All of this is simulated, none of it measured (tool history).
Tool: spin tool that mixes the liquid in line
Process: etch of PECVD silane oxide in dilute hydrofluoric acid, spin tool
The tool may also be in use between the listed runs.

run  hour  temperature setpoint of the liquid (C)  parts of water to one part of 49 % hydrofluoric acid (parts by volume)  time under the liquid (s)  thickness taken off the PECVD silane oxide on a monitor wafer (Å)
  1   0.0                                    25.0                                                                     230                         15                                                             26.093
  2   7.0                                    27.5                                                                     170                         15                                                             41.174
  3   9.7                                    29.5                                                                     170                         15                                                             44.477
  4  12.5                                    28.5                                                                     170                         15                                                             43.198
  5  20.2                                    30.0                                                                     140                         15                                                             58.007
  6  21.5                                    31.0                                                                     125                         15                                                             67.780
  7  22.9                                    31.5                                                                     115                         15                                                             75.947

The next listed run, before its measurement:
  8  31.0                                    32.0                                                                     110                         15                                                                  ?

Run 8 gave thickness taken off the PECVD silane oxide on a monitor wafer (Å) 82.031.
